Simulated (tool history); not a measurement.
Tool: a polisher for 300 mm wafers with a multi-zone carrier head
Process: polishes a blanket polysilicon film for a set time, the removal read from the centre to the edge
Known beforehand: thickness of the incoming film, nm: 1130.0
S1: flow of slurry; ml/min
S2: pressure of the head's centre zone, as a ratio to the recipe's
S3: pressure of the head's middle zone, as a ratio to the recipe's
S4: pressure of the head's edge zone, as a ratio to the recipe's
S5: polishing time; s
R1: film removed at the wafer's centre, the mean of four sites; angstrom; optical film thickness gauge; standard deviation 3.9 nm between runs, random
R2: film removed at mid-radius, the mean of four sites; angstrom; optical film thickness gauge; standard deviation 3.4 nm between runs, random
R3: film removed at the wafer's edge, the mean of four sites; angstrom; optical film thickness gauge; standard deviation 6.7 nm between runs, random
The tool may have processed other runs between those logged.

run 1 hour=0 | S1=255 S2=1 S3=1 S4=1 S5=34 | R1=4302.3 R2=4300.4 R3=4247
run 2 hour=2.5 | S1=255 S2=1 S3=0.92 S4=1 S5=34 | R1=4322.9 R2=3992.4 R3=4209.1
run 3 hour=4.8 | S1=255 S2=1 S3=0.92 S4=1.05 S5=34 | R1=4296.2 R2=4028.5 R3=4263.8
run 4 hour=7.8 | S1=255 S2=1 S3=0.97 S4=1.05 S5=34 | R1=4254.4 R2=4229.8 R3=4281.3
run 5 hour=9.4 | S1=255 S2=1 S3=0.97 S4=1.08 S5=34 | R1=4275.6 R2=4186.5 R3=4398.2
run 6 hour=13 | S1=255 S2=1 S3=0.97 S4=1.16 S5=34 | R1=4348.2 R2=4240.3 R3=4328.6

The next listed run, before its measurement:
run 7 hour=14.1 | S1=260 S2=0.99 S3=0.98 S4=1.16 S5=35 | R1=? R2=? R3=?

R1: 4439.4 angstrom
R2: 4383.4 angstrom
R3: 4488 angstrom

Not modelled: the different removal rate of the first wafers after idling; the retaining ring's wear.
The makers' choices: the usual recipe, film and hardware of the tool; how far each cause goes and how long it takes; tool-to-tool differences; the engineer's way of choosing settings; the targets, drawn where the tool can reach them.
